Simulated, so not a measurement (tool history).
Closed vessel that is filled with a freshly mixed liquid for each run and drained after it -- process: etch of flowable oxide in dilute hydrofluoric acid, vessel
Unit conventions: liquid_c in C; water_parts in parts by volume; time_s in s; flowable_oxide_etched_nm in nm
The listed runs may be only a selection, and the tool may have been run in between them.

Run 1, hour 0.0: liquid_c 24.0 C, water_parts 290 parts by volume, time_s 425 s. Result: flowable_oxide_etched_nm 42.890 nm.
Run 2, hour 7.1: liquid_c 22.5 C, water_parts 300 parts by volume, time_s 425 s. Result: flowable_oxide_etched_nm 38.823 nm.
Run 3, hour 15.4: liquid_c 20.5 C, water_parts 300 parts by volume, time_s 425 s. Result: flowable_oxide_etched_nm 36.204 nm.
Run 4, hour 24.3: liquid_c 20.5 C, water_parts 350 parts by volume, time_s 425 s. Result: flowable_oxide_etched_nm 29.587 nm.
Run 5, hour 30.7: liquid_c 20.0 C, water_parts 350 parts by volume, time_s 425 s. Result: flowable_oxide_etched_nm 29.191 nm.
Run 6, hour 40.1: liquid_c 20.0 C, water_parts 440 parts by volume, time_s 425 s. Result: flowable_oxide_etched_nm 21.390 nm.

Estimate the outcome of run 7 from the log above:
Run 7, hour 43.8: liquid_c 21.5 C, water_parts 440 parts by volume, time_s 425 s. Result: flowable_oxide_etched_nm ?.

For run 7 the tool returned flowable_oxide_etched_nm 22.595 nm.
